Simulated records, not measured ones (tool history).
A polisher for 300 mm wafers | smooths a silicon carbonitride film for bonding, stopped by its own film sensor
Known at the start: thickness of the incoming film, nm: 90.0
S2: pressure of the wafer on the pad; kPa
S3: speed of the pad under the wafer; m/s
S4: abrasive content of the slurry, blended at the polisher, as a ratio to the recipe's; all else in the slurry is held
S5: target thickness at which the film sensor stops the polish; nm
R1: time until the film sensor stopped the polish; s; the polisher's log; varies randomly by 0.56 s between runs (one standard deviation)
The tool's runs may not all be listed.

Run 1, hour 0: flow of slurry (ml/min) 205, S2 16.5 kPa, S3 0.84 m/s, S4 1, S5 75 nm. Result: R1 72.149 s.
Run 2, hour 8: flow of slurry (ml/min) 205, S2 17.9 kPa, S3 0.84 m/s, S4 1, S5 75 nm. Result: R1 64.692 s.
Run 3, hour 12.7: flow of slurry (ml/min) 205, S2 18.6 kPa, S3 0.84 m/s, S4 1, S5 75 nm. Result: R1 63.432 s.
Run 4, hour 17.5: flow of slurry (ml/min) 205, S2 19.3 kPa, S3 0.84 m/s, S4 1, S5 75 nm. Result: R1 60.641 s.
Run 5, hour 20.6: flow of slurry (ml/min) 205, S2 19.3 kPa, S3 0.84 m/s, S4 1.1, S5 75 nm. Result: R1 57.543 s.
Run 6, hour 23: flow of slurry (ml/min) 205, S2 20 kPa, S3 0.84 m/s, S4 1.1, S5 75 nm. Result: R1 55.919 s.
Run 7, hour 26.9: flow of slurry (ml/min) 205, S2 20.7 kPa, S3 0.84 m/s, S4 1.1, S5 75 nm. Result: R1 53.247 s.
Run 8, hour 30.5: flow of slurry (ml/min) 205, S2 21.4 kPa, S3 0.84 m/s, S4 1.1, S5 75 nm. Result: R1 52.184 s.

Run 9 comes next. What will it give?
Run 9, hour 31.6: flow of slurry (ml/min) 205, S2 22.1 kPa, S3 0.84 m/s, S4 1.1, S5 75 nm. Result: R1 ?.

{"run 9": {"R1": 52.392}}

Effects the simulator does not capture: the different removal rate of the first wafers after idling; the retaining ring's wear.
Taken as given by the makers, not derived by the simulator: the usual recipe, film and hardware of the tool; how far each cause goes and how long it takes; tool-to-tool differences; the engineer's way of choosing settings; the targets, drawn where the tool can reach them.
